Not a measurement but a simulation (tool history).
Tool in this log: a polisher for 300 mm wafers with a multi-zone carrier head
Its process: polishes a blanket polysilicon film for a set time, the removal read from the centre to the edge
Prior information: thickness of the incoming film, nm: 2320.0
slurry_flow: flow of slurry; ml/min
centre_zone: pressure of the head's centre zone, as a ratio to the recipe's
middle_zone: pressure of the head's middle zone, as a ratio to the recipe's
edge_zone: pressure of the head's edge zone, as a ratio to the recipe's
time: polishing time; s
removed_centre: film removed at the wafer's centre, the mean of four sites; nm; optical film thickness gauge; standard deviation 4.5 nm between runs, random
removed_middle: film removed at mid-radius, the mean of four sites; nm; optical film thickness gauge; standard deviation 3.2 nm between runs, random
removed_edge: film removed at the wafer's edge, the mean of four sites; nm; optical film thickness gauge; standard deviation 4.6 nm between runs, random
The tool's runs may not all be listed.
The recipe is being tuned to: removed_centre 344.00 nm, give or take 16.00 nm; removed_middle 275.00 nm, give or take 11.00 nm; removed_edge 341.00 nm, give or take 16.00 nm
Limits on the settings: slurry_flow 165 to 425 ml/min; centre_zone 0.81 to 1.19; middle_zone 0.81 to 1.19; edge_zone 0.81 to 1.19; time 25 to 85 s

run,hour,slurry_flow,centre_zone,middle_zone,edge_zone,time,removed_centre,removed_middle,removed_edge
1,0.0,275,1.00,1.00,1.00,55,235.27,231.21,234.78
2,6.2,275,1.02,0.96,1.04,60,265.16,244.13,260.72
3,11.4,275,1.02,0.90,1.04,60,261.07,230.90,267.36
4,16.4,280,1.04,0.89,1.06,64,287.65,245.74,288.38
5,18.4,280,1.05,0.88,1.08,66,295.87,250.64,298.83
6,24.5,280,1.13,0.88,1.08,66,322.10,247.37,299.48
7,26.0,280,1.12,0.88,1.10,68,319.17,254.84,309.29
8,31.1,280,1.12,0.88,1.10,68,332.52,256.72,309.48
9,32.9,280,1.12,0.88,1.10,68,325.98,261.70,309.05
10,38.8,285,1.12,0.87,1.11,69,335.18,259.69,317.43
11,40.9,285,1.11,0.87,1.12,70,333.95,260.74,315.04
12,43.8,285,1.11,0.87,1.12,70,328.94,260.20,324.14
13,46.4,285,1.11,0.87,1.12,70,337.94,263.27,319.34

5 next moves are on the table. One of them brings every result within its allowed miss. Which?
A,49.0,290,1.19,0.86,1.17,65,?,?,?
B,49.0,320,1.19,0.94,1.15,64,?,?,?
C,49.0,260,1.09,0.87,1.14,74,?,?,?
D,49.0,400,1.16,0.87,1.16,67,?,?,?
E,49.0,295,1.18,0.91,1.15,67,?,?,?

move,removed_centre,removed_middle,removed_edge
A,333.88,244.71,305.46
B,331.40,261.17,299.30
C,344.99,279.23,341.04
D,343.35,260.14,318.51
E,341.81,264.65,312.13
A: lands further from the targets than the last run did
B: lands further from the targets than the last run did
C: all results land within tolerance of their targets
D: as far off as the last run
E: lands further from the targets than the last run did
So the answer is move C, the one that meets all the targets.

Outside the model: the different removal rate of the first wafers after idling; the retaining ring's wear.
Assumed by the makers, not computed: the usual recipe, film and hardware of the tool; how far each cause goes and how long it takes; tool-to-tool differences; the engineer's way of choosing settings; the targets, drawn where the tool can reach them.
